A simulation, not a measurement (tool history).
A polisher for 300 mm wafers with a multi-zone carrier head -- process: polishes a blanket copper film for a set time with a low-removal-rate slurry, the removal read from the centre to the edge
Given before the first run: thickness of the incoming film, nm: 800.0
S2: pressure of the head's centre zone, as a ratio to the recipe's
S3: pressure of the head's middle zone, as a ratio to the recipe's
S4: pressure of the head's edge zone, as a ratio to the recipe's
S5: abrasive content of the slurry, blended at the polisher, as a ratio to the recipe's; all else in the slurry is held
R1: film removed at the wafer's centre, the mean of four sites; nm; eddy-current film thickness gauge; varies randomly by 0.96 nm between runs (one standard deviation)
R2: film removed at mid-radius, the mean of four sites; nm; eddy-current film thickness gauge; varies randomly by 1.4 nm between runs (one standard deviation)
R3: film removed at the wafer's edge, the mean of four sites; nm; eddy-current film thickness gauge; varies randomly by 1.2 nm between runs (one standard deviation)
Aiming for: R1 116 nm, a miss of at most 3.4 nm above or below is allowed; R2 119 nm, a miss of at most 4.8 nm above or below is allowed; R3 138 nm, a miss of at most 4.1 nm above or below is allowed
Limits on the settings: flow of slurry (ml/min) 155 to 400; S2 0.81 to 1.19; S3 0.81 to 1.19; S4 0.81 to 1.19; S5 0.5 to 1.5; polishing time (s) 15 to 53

run 1 day=0 | flow_of_slurry_(ml/min)=255 S2=1 S3=1 S4=1 S5=1 polishing_time_(s)=34 | R1=102.67 R2=99.801 R3=102.46
run 2 day=0.104 | flow_of_slurry_(ml/min)=255 S2=1 S3=1.05 S4=1 S5=1 polishing_time_(s)=34 | R1=102.55 R2=105.78 R3=104.81
run 3 day=0.412 | flow_of_slurry_(ml/min)=250 S2=0.99 S3=1.04 S4=1.03 S5=1.1 polishing_time_(s)=35 | R1=106.26 R2=110.88 R3=108.49
run 4 day=0.746 | flow_of_slurry_(ml/min)=255 S2=0.96 S3=1.01 S4=1.06 S5=1.1 polishing_time_(s)=36 | R1=107.69 R2=110.2 R3=113.66
run 5 day=0.946 | flow_of_slurry_(ml/min)=255 S2=0.9 S3=1.01 S4=1.06 S5=1.1 polishing_time_(s)=36 | R1=100.52 R2=111.26 R3=116.9
run 6 day=1.196 | flow_of_slurry_(ml/min)=255 S2=0.9 S3=1.01 S4=1.06 S5=1 polishing_time_(s)=36 | R1=99.905 R2=109.85 R3=112.34
run 7 day=1.271 | flow_of_slurry_(ml/min)=265 S2=0.9 S3=1 S4=1.08 S5=1.1 polishing_time_(s)=36 | R1=100.31 R2=110.9 R3=117.26
run 8 day=1.554 | flow_of_slurry_(ml/min)=275 S2=0.91 S3=0.99 S4=1.1 S5=1.15 polishing_time_(s)=36 | R1=104.1 R2=111.54 R3=121.11
run 9 day=1.65 | flow_of_slurry_(ml/min)=285 S2=0.92 S3=0.99 S4=1.12 S5=1.2 polishing_time_(s)=36 | R1=105.39 R2=110.74 R3=119.96
run 10 day=1.7 | flow_of_slurry_(ml/min)=285 S2=0.92 S3=0.98 S4=1.13 S5=1.25 polishing_time_(s)=36 | R1=105.61 R2=110.55 R3=121.93

Below are 5 possible settings for the next run. Only one of them brings all results inside the allowed miss of their targets. Which is it?
run A day=1.75 | flow_of_slurry_(ml/min)=295 S2=0.91 S3=0.93 S4=1.14 S5=1.2 polishing_time_(s)=40 | R1=? R2=? R3=?
run B day=1.75 | flow_of_slurry_(ml/min)=250 S2=1.13 S3=1.11 S4=0.98 S5=1.2 polishing_time_(s)=36 | R1=? R2=? R3=?
run C day=1.75 | flow_of_slurry_(ml/min)=285 S2=1.06 S3=1.19 S4=0.97 S5=1.3 polishing_time_(s)=33 | R1=? R2=? R3=?
run D day=1.75 | flow_of_slurry_(ml/min)=230 S2=0.89 S3=1.17 S4=1.15 S5=1.2 polishing_time_(s)=32 | R1=? R2=? R3=?
run E day=1.75 | flow_of_slurry_(ml/min)=305 S2=1.12 S3=1 S4=1.1 S5=1.1 polishing_time_(s)=33 | R1=? R2=? R3=?

move=A R1=116.05 R2=118.9 R3=137.32
move=B R1=124.92 R2=122.79 R3=113.39
move=C R1=111.09 R2=122.57 R3=105.7
move=D R1=89.488 R2=113.63 R3=108.57
move=E R1=113.31 R2=102.64 R3=109.46
A: all results land within tolerance of their targets
B: further off than the last run
C: further off than the last run
D: further off than the last run
E: further off than the last run
Go with A: it meets all targets.

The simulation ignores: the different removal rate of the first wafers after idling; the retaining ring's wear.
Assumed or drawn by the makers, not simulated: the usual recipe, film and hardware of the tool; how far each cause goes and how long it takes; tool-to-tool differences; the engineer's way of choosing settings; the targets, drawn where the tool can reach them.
